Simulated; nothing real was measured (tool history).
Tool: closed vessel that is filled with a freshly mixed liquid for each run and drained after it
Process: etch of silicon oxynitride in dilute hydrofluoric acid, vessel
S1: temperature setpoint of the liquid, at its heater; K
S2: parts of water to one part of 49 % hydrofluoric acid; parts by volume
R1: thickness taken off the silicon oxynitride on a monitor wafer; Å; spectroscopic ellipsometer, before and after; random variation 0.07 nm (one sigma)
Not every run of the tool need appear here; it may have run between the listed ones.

Run 1, hour 0: S1 296.15 K, S2 75 parts by volume, time in the liquid (s) 140. Result: R1 54.723 Å.
Run 2, hour 1.9: S1 298.15 K, S2 65 parts by volume, time in the liquid (s) 140. Result: R1 69.265 Å.
Run 3, hour 4.4: S1 299.65 K, S2 55 parts by volume, time in the liquid (s) 140. Result: R1 88.966 Å.
Run 4, hour 10.3: S1 300.65 K, S2 50 parts by volume, time in the liquid (s) 140. Result: R1 103.48 Å.
Run 5, hour 19.4: S1 300.65 K, S2 50 parts by volume, time in the liquid (s) 100. Result: R1 74.086 Å.
At hour 26.2: thermometer replaced.
Run 6, hour 26.2: S1 300.65 K, S2 80 parts by volume, time in the liquid (s) 100. Result: R1 42.337 Å.
Run 7, hour 34.1: S1 300.65 K, S2 65 parts by volume, time in the liquid (s) 100. Result: R1 52.667 Å.
Run 8, hour 36: S1 300.65 K, S2 55 parts by volume, time in the liquid (s) 100. Result: R1 62.879 Å.
Run 9, hour 44.9: S1 300.65 K, S2 45 parts by volume, time in the liquid (s) 105. Result: R1 81.758 Å.
Run 10, hour 52.1: S1 301.15 K, S2 40 parts by volume, time in the liquid (s) 110. Result: R1 99.516 Å.
Run 11, hour 57.3: S1 301.15 K, S2 35 parts by volume, time in the liquid (s) 110. Result: R1 114.29 Å.
Run 12, hour 64.7: S1 301.15 K, S2 30 parts by volume, time in the liquid (s) 110. Result: R1 132.61 Å.
Run 13, hour 70.9: S1 301.15 K, S2 25 parts by volume, time in the liquid (s) 110. Result: R1 159.41 Å.
Run 14, hour 74.4: S1 301.65 K, S2 25 parts by volume, time in the liquid (s) 110. Result: R1 164.15 Å.
Run 15, hour 82.2: S1 300.65 K, S2 25 parts by volume, time in the liquid (s) 110. Result: R1 157.76 Å.

Run 16, settings as shown, results not yet in. Your forecast:
Run 16, hour 85.7: S1 301.15 K, S2 25 parts by volume, time in the liquid (s) 110. Result: R1 ?.

R1: 161.1 Å
